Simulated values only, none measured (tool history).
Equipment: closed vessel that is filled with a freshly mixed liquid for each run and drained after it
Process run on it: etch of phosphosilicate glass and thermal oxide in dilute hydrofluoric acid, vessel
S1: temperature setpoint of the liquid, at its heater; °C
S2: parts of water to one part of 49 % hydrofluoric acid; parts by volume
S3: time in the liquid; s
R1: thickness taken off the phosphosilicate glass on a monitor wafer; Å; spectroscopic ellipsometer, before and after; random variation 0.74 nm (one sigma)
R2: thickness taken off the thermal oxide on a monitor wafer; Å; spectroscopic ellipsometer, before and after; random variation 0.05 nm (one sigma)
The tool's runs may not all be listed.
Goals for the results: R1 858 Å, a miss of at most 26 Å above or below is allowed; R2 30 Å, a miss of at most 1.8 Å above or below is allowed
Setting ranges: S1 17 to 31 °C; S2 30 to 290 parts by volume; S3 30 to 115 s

Run 1, hour 0: S1 23 °C, S2 160 parts by volume, S3 60 s. Result: R1 395.73 Å, R2 14.254 Å.
Run 2, hour 1.5: S1 24.5 °C, S2 145 parts by volume, S3 60 s. Result: R1 474.97 Å, R2 16.56 Å.
Run 3, hour 4.8: S1 25 °C, S2 130 parts by volume, S3 60 s. Result: R1 547.98 Å, R2 19.585 Å.
Run 4, hour 7.2: S1 26.5 °C, S2 125 parts by volume, S3 60 s. Result: R1 618.19 Å, R2 21.141 Å.
Run 5, hour 10: S1 26.5 °C, S2 180 parts by volume, S3 60 s. Result: R1 395.69 Å, R2 14.194 Å.
Run 6, hour 11: S1 27.5 °C, S2 165 parts by volume, S3 60 s. Result: R1 458.62 Å, R2 16.03 Å.
Run 7, hour 12.8: S1 28 °C, S2 150 parts by volume, S3 60 s. Result: R1 530.34 Å, R2 17.898 Å.
Run 8, hour 18.1: S1 27.5 °C, S2 135 parts by volume, S3 60 s. Result: R1 588.6 Å, R2 19.717 Å.
Run 9, hour 26.4: S1 27 °C, S2 125 parts by volume, S3 60 s. Result: R1 620.48 Å, R2 21.866 Å.
Run 10, hour 31.3: S1 28 °C, S2 120 parts by volume, S3 60 s. Result: R1 678.85 Å, R2 23.443 Å.
Run 11, hour 32.7: S1 28.5 °C, S2 115 parts by volume, S3 60 s. Result: R1 724.59 Å, R2 25.066 Å.
Run 12, hour 37.7: S1 29 °C, S2 115 parts by volume, S3 60 s. Result: R1 734.52 Å, R2 26.516 Å.
Run 13, hour 42.1: S1 28.5 °C, S2 90 parts by volume, S3 60 s. Result: R1 955.58 Å, R2 32.811 Å.
Run 14, hour 46: S1 28 °C, S2 90 parts by volume, S3 60 s. Result: R1 944.48 Å, R2 32.728 Å.

Next run, 4 choices. One meets every target within its allowed miss, the rest don't. Which?
Run A, hour 49.9: S1 30 °C, S2 65 parts by volume, S3 40 s. Result: R1 ?, R2 ?.
Run B, hour 49.9: S1 27 °C, S2 80 parts by volume, S3 55 s. Result: R1 ?, R2 ?.
Run C, hour 49.9: S1 25 °C, S2 95 parts by volume, S3 65 s. Result: R1 ?, R2 ?.
Run D, hour 49.9: S1 31 °C, S2 85 parts by volume, S3 55 s. Result: R1 ?, R2 ?.

move      R1      R2
   A  976.55  34.157
   B  950.15  33.234
   C   857.1  29.979
   D  1035.4  36.216
A: moves away from the targets compared with the last run
B: moves away from the targets compared with the last run
C: all results in spec
D: moves away from the targets compared with the last run
Move C is the one to make.
